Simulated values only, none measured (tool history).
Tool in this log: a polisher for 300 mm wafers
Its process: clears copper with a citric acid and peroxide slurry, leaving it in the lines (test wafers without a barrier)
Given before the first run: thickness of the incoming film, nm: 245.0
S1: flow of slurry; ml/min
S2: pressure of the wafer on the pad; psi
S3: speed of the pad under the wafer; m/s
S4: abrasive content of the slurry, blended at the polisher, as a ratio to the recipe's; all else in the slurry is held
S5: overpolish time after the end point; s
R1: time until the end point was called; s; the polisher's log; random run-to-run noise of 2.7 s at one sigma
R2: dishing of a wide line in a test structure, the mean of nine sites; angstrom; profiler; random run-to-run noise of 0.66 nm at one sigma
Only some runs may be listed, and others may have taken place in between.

| run | day | S1 | S2 | S3 | S4 | S5 | R1 | R2 |
|---|---|---|---|---|---|---|---|---|
| 1 | 0.000 | 180 | 3.8 | 1.12 | 1.00 | 27 | 105.050 | 435.10 |
| 2 | 0.100 | 180 | 3.8 | 1.30 | 1.00 | 27 | 93.126 | 498.66 |
| 3 | 0.138 | 180 | 4.2 | 1.30 | 1.00 | 27 | 84.699 | 560.68 |
| 4 | 0.171 | 135 | 4.2 | 1.30 | 1.00 | 27 | 88.856 | 522.93 |
| 5 | 0.538 | 135 | 4.2 | 1.30 | 1.00 | 37 | 88.902 | 631.69 |
| 6 | 0.629 | 135 | 4.2 | 1.30 | 1.00 | 48 | 88.595 | 783.40 |
|  | 0.792 | slurry blender recalibrated |
| 7 | 0.792 | 125 | 3.2 | 0.98 | 0.95 | 49 | 136.580 | 591.16 |

What does the tool deliver on the next run?
| 8 | 0.929 | 125 | 2.8 | 0.86 | 0.95 | 47 | ? | ? |

R1: 169.800 s
R2: 467.18 angstrom
